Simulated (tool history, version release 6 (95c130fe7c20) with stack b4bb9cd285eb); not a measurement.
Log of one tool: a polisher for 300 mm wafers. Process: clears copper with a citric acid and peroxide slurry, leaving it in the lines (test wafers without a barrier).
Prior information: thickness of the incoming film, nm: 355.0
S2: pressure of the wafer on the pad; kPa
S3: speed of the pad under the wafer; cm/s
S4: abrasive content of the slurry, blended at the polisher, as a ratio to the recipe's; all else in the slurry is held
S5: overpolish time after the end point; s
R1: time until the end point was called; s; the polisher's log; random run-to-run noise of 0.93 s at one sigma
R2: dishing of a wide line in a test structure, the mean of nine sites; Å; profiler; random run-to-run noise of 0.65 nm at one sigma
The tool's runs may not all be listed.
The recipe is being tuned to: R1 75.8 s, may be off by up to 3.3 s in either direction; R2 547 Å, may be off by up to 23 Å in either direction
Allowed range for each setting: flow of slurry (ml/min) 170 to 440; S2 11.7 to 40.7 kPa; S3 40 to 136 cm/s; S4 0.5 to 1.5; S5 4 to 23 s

Run 1, day 0: flow of slurry (ml/min) 280, S2 26.2 kPa, S3 88 cm/s, S4 1, S5 12 s. Result: R1 138.55 s, R2 220.74 Å.
Run 2, day 0.096: flow of slurry (ml/min) 210, S2 26.2 kPa, S3 88 cm/s, S4 1, S5 12 s. Result: R1 139.73 s, R2 208.52 Å.
Run 3, day 0.404: flow of slurry (ml/min) 210, S2 23.4 kPa, S3 88 cm/s, S4 1, S5 12 s. Result: R1 155.33 s, R2 186.9 Å.
Run 4, day 0.638: flow of slurry (ml/min) 210, S2 23.4 kPa, S3 88 cm/s, S4 1, S5 8 s. Result: R1 159.21 s, R2 133.11 Å.
Run 5, day 0.892: flow of slurry (ml/min) 210, S2 23.4 kPa, S3 88 cm/s, S4 1, S5 11 s. Result: R1 155.57 s, R2 177.73 Å.
Run 6, day 1.029: flow of slurry (ml/min) 210, S2 23.4 kPa, S3 106 cm/s, S4 1, S5 11 s. Result: R1 134.43 s, R2 207.37 Å.
Run 7, day 1.2: flow of slurry (ml/min) 210, S2 23.4 kPa, S3 106 cm/s, S4 1, S5 11 s. Result: R1 132.03 s, R2 211.37 Å.
Run 8, day 1.421: flow of slurry (ml/min) 215, S2 26.2 kPa, S3 108 cm/s, S4 1, S5 12 s. Result: R1 118.7 s, R2 253.93 Å.
Run 9, day 1.617: flow of slurry (ml/min) 215, S2 26.2 kPa, S3 108 cm/s, S4 1, S5 12 s. Result: R1 116.83 s, R2 252.58 Å.
Run 10, day 1.9: flow of slurry (ml/min) 210, S2 33.1 kPa, S3 110 cm/s, S4 1, S5 18 s. Result: R1 91.185 s, R2 451.19 Å.
Run 11, day 2.004: flow of slurry (ml/min) 225, S2 33.8 kPa, S3 110 cm/s, S4 1, S5 18 s. Result: R1 90.285 s, R2 455.17 Å.
Run 12, day 2.292: flow of slurry (ml/min) 225, S2 33.8 kPa, S3 110 cm/s, S4 1, S5 18 s. Result: R1 86.914 s, R2 457.15 Å.
Run 13, day 2.621: flow of slurry (ml/min) 235, S2 34.5 kPa, S3 110 cm/s, S4 1, S5 18 s. Result: R1 86.491 s, R2 472.16 Å.
Run 14, day 2.662: flow of slurry (ml/min) 240, S2 35.2 kPa, S3 110 cm/s, S4 1, S5 18 s. Result: R1 86.201 s, R2 485.27 Å.
Run 15, day 2.712: flow of slurry (ml/min) 250, S2 35.9 kPa, S3 110 cm/s, S4 1, S5 18 s. Result: R1 84.319 s, R2 487.49 Å.
Run 16, day 2.904: flow of slurry (ml/min) 250, S2 36.5 kPa, S3 110 cm/s, S4 1, S5 18 s. Result: R1 81.154 s, R2 492.45 Å.
Run 17, day 3.125: flow of slurry (ml/min) 250, S2 37.2 kPa, S3 110 cm/s, S4 1, S5 18 s. Result: R1 81.254 s, R2 495.78 Å.

Which of these 5 next moves meets every target?
Run A, day 3.346: flow of slurry (ml/min) 230, S2 37.9 kPa, S3 114 cm/s, S4 1.05, S5 15 s. Result: R1 ?, R2 ?.
Run B, day 3.346: flow of slurry (ml/min) 260, S2 38.6 kPa, S3 94 cm/s, S4 1.15, S5 21 s. Result: R1 ?, R2 ?.
Run C, day 3.346: flow of slurry (ml/min) 250, S2 37.2 kPa, S3 108 cm/s, S4 0.95, S5 19 s. Result: R1 ?, R2 ?.
Run D, day 3.346: flow of slurry (ml/min) 285, S2 36.5 kPa, S3 118 cm/s, S4 1, S5 19 s. Result: R1 ?, R2 ?.
Run E, day 3.346: flow of slurry (ml/min) 285, S2 37.9 kPa, S3 122 cm/s, S4 1.15, S5 19 s. Result: R1 ?, R2 ?.

move      R1      R2
   A  75.093  457.45
   B  85.023  546.64
   C  82.181  516.66
   D  75.436  553.54
   E  67.842  603.95
A: its largest miss is bigger than the last run's
B: gets the furthest-off result to its target, but another result is out of tolerance
C: nearer than the last run, and not there yet
D: meets every target
E: the result that was furthest off in the last run now lies on the other side of its target
Answer: D
